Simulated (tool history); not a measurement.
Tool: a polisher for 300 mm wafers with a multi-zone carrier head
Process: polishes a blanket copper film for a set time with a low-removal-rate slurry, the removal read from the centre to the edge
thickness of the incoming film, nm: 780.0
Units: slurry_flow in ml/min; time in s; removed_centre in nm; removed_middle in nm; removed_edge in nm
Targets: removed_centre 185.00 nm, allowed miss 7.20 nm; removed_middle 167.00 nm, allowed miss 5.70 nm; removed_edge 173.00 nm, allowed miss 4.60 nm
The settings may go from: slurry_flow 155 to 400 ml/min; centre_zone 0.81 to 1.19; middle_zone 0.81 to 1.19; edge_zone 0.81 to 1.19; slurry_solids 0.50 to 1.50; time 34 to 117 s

run,day,slurry_flow,centre_zone,middle_zone,edge_zone,slurry_solids,time,removed_centre,removed_middle,removed_edge
1,0.000,255,1.00,1.00,1.00,1.00,75,151.61,153.49,160.48
2,0.050,290,1.00,1.00,1.00,1.00,75,157.65,156.64,156.60
3,0.321,290,1.00,1.00,1.00,1.00,83,172.76,174.60,175.66
4,0.408,290,1.00,0.97,1.00,1.00,83,175.84,167.38,177.13
5,0.512,290,1.00,0.97,1.00,1.00,96,201.32,192.10,203.28
6,0.812,290,1.04,0.97,1.00,1.00,96,209.88,195.40,203.77
7,1.029,290,1.04,0.97,1.00,1.00,96,215.12,192.47,203.22
8,1.200,285,1.03,0.96,0.97,0.90,95,201.39,186.97,195.21
9,1.450,280,1.03,0.95,0.94,0.85,94,193.63,181.15,189.98
10,1.654,280,1.04,0.94,0.92,0.80,93,193.49,178.45,184.09
11,1.862,275,1.04,0.93,0.90,0.75,93,192.97,171.11,180.24
12,1.983,270,1.04,0.93,0.89,0.75,93,194.63,174.30,180.45

Which of these 4 next moves meets every target?
A,2.104,400,1.14,1.02,0.81,1.00,86,?,?,?
B,2.104,265,0.97,1.10,0.93,0.80,90,?,?,?
C,2.104,290,1.14,0.91,0.88,0.75,88,?,?,?
D,2.104,255,1.02,0.91,0.87,0.90,89,?,?,?

move,removed_centre,removed_middle,removed_edge
A,211.68,183.19,170.22
B,176.04,191.25,178.78
C,201.98,159.99,170.18
D,185.52,164.64,174.55
A: brings the result that was furthest off to its target, and leaves another outside
B: further off than the last run
C: brings the result that was furthest off to its target, and leaves another outside
D: meets every target
The right move is D.
